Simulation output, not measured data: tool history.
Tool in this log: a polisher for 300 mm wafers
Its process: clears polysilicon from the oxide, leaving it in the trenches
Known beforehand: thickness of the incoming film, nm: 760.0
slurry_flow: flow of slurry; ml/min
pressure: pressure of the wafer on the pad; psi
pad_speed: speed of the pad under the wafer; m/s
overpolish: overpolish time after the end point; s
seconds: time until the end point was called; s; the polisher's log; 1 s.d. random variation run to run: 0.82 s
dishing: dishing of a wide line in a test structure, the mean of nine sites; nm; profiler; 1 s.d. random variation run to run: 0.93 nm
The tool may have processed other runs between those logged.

run  hour  slurry_flow  pressure  pad_speed  overpolish  seconds  dishing
  1     0          250       2.8       0.88          15    63.48   62.183
  2   7.9          250       2.5       0.88          15   69.086   62.112
  3   9.7          250       2.8       0.86          12   63.853    56.92
  4  16.7          250       2.8       0.86           9   61.916   52.718
  5  24.3          250       2.8       0.68           9   74.395   48.264
  6  26.2          250       3.1        0.7           9   67.944    50.91
  7    28          250       3.3        0.7           8   63.113    48.72
  8  32.8          250       3.5       0.72           8   59.647   50.642
  9    38          250       3.5       0.72           8   59.737    51.14
 10  38.8          250       3.6       0.72           8   57.467   50.865
 11  46.6          250       3.6       0.72           8   58.516   51.289
 12  52.3          250       3.7       0.72           8   56.642    52.33
 13  57.3          250       3.8       0.72           8    54.55   54.416
 14  60.9          250       3.8       0.72           8   56.594   52.383
 15  66.2          250       3.8       0.72           8   57.292   52.888

Run 16 comes next. What will it give?
 16  72.1          250       3.9       0.72           7        ?        ?

{"run 16": {"seconds": 53.22, "dishing": 49.511}}

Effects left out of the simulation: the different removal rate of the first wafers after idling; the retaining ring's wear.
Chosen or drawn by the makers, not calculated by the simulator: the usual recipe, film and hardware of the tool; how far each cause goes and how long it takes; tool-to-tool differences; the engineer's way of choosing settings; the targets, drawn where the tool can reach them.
